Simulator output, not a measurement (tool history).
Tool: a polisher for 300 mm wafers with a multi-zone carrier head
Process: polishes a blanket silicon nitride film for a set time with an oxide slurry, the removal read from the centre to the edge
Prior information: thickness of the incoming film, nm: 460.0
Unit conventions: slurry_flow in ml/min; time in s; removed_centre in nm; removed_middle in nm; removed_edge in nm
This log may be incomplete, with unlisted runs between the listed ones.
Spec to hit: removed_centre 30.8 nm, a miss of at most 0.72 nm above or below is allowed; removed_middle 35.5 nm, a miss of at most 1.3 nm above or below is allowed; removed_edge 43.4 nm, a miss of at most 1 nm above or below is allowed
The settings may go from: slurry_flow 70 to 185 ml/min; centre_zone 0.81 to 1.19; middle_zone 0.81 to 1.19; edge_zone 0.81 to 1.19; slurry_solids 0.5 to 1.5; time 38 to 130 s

| run | hour | slurry_flow | centre_zone | middle_zone | edge_zone | slurry_solids | time | removed_centre | removed_middle | removed_edge |
|---|---|---|---|---|---|---|---|---|---|---|
| 1 | 0 | 120 | 1 | 1 | 1 | 1 | 84 | 69.725 | 71.128 | 67.943 |
| 2 | 8.7 | 110 | 0.95 | 0.97 | 1.05 | 0.9 | 78 | 55.973 | 58.566 | 59.671 |
| 3 | 9.5 | 100 | 0.92 | 0.95 | 1.08 | 0.8 | 76 | 47.17 | 50.973 | 53.339 |
| 4 | 14.1 | 95 | 0.89 | 0.92 | 1.11 | 0.75 | 76 | 43.387 | 46.427 | 50.718 |
| 5 | 18.3 | 95 | 0.96 | 0.92 | 1.11 | 0.75 | 76 | 45.966 | 46.529 | 50.919 |
| 6 | 23.9 | 95 | 0.96 | 0.84 | 1.11 | 0.75 | 76 | 46.281 | 44.261 | 51.127 |
| 7 | 24.7 | 70 | 0.86 | 0.85 | 1.19 | 0.5 | 69 | 21.702 | 23.7 | 29.816 |
| 8 | 27.9 | 80 | 0.85 | 0.86 | 1.19 | 0.55 | 70 | 26.299 | 28.425 | 34.835 |
| 9 | 28.5 | 80 | 0.84 | 0.87 | 1.19 | 0.6 | 71 | 28.938 | 32.553 | 38.926 |
| 10 | 33.1 | 80 | 0.83 | 0.86 | 1.19 | 0.6 | 71 | 28.481 | 32.441 | 38.738 |
|  | 41.5 | edge zone pressure recalibrated |
| 11 | 41.5 | 80 | 0.83 | 0.85 | 1.19 | 0.6 | 71 | 28.61 | 31.705 | 41.746 |
| 12 | 42.6 | 80 | 0.83 | 0.86 | 1.19 | 0.6 | 71 | 28.32 | 32.213 | 41.254 |
| 13 | 45.9 | 85 | 0.83 | 0.87 | 1.19 | 0.6 | 71 | 29.382 | 33.111 | 42.687 |
| 14 | 49.1 | 85 | 0.83 | 0.88 | 1.19 | 0.6 | 71 | 29.657 | 33.715 | 41.639 |
| 15 | 56.1 | 90 | 0.83 | 0.89 | 1.19 | 0.6 | 71 | 30.211 | 33.914 | 42.608 |
| 16 | 64.2 | 90 | 0.83 | 0.9 | 1.19 | 0.6 | 71 | 30.193 | 34.824 | 42.365 |

Exercise: of the 4 proposed moves below, exactly one satisfies all targets within the stated allowed misses. Which move is it?
| A | 72.3 | 120 | 0.86 | 0.85 | 1.18 | 0.5 | 80 | ? | ? | ? |
| B | 72.3 | 105 | 0.84 | 0.83 | 1.19 | 0.6 | 69 | ? | ? | ? |
| C | 72.3 | 75 | 0.87 | 0.96 | 1.19 | 0.9 | 55 | ? | ? | ? |
| D | 72.3 | 75 | 0.85 | 0.97 | 1.16 | 0.55 | 80 | ? | ? | ? |

| move | removed_centre | removed_middle | removed_edge |
|---|---|---|---|
| A | 31.851 | 32.939 | 41.567 |
| B | 31.454 | 32.99 | 42.96 |
| C | 31.113 | 35.323 | 43.627 |
| D | 29.174 | 34.148 | 41.318 |
A: the biggest miss grows against the last run
B: the furthest-off result lands on target, but another misses its tolerance
C: each result inside its tolerance
D: the biggest miss grows against the last run
Answer: C
